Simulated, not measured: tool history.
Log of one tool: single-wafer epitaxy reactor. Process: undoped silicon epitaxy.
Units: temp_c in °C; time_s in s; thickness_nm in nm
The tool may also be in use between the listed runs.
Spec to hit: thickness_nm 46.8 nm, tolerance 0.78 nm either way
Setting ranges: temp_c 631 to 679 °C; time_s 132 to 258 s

run 1 hour=0 | temp_c=655 time_s=195 | thickness_nm=34.807
run 2 hour=8.6 | temp_c=665 time_s=195 | thickness_nm=44.375
run 3 hour=16 | temp_c=666 time_s=195 | thickness_nm=45.271
run 4 hour=19.7 | temp_c=657 time_s=195 | thickness_nm=36.639
run 5 hour=22.4 | temp_c=659 time_s=195 | thickness_nm=38.555
run 6 hour=27.8 | temp_c=650 time_s=195 | thickness_nm=30.898
run 7 hour=31.7 | temp_c=653 time_s=195 | thickness_nm=33.324
run 8 hour=36.9 | temp_c=656 time_s=195 | thickness_nm=35.851
run 9 hour=39.5 | temp_c=658 time_s=195 | thickness_nm=37.391
run 10 hour=40.7 | temp_c=660 time_s=195 | thickness_nm=39.59
run 11 hour=46.4 | temp_c=661 time_s=195 | thickness_nm=40.289
run 12 hour=52.4 | temp_c=662 time_s=195 | thickness_nm=41.293
run 13 hour=54.5 | temp_c=663 time_s=195 | thickness_nm=42.192
run 14 hour=60.6 | temp_c=664 time_s=195 | thickness_nm=43.238
run 15 hour=68.1 | temp_c=665 time_s=195 | thickness_nm=44.051
run 16 hour=74.9 | temp_c=666 time_s=195 | thickness_nm=45.638

Which of these 5 next moves meets every target?
run A hour=81.7 | temp_c=661 time_s=216 | thickness_nm=?
run B hour=81.7 | temp_c=662 time_s=211 | thickness_nm=?
run C hour=81.7 | temp_c=676 time_s=154 | thickness_nm=?
run D hour=81.7 | temp_c=675 time_s=164 | thickness_nm=?
run E hour=81.7 | temp_c=667 time_s=188 | thickness_nm=?

move=A thickness_nm=44.472
move=B thickness_nm=44.495
move=C thickness_nm=45.142
move=D thickness_nm=46.973
move=E thickness_nm=44.65
A: moves away from the targets compared with the last run
B: moves away from the targets compared with the last run
C: moves away from the targets compared with the last run
D: all results in spec
E: moves away from the targets compared with the last run
The right move is D.
